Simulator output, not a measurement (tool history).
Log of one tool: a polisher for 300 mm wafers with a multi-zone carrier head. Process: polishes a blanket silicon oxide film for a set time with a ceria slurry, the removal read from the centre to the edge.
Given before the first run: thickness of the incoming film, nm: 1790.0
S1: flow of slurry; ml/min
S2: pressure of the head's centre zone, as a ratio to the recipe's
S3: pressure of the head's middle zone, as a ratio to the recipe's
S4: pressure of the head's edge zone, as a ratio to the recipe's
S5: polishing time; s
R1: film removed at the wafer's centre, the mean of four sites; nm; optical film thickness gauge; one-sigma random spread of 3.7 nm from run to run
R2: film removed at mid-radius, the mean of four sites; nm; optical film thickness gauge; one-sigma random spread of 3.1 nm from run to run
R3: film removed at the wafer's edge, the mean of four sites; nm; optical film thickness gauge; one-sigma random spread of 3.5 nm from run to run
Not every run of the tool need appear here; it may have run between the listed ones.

run  hour   S1    S2    S3    S4  S5      R1      R2      R3
  1   0.0  240  1.00  1.00  1.00  53  199.59  203.20  195.62
  2   6.7  240  1.00  1.00  1.00  44  166.18  165.64  164.88
  3  12.3  245  1.00  0.98  1.05  52  195.49  196.58  193.16
  4  14.3  245  1.00  0.98  1.05  45  172.11  167.37  171.78
  5  20.9  290  1.00  0.98  1.05  45  174.38  171.77  172.74
  6  25.8  290  1.00  0.90  1.05  45  171.15  159.25  172.62
  7  32.3  285  0.99  0.88  1.06  53  207.40  183.31  200.85
  8  38.9  280  0.95  0.88  1.08  59  216.07  208.70  227.60

Run 9 is up next; what results do you expect?
  9  46.9  280  0.95  0.88  1.09  63   ?   ?   ?

Run 9 produced R1 224.22 nm, R2 218.33 nm, R3 239.02 nm.
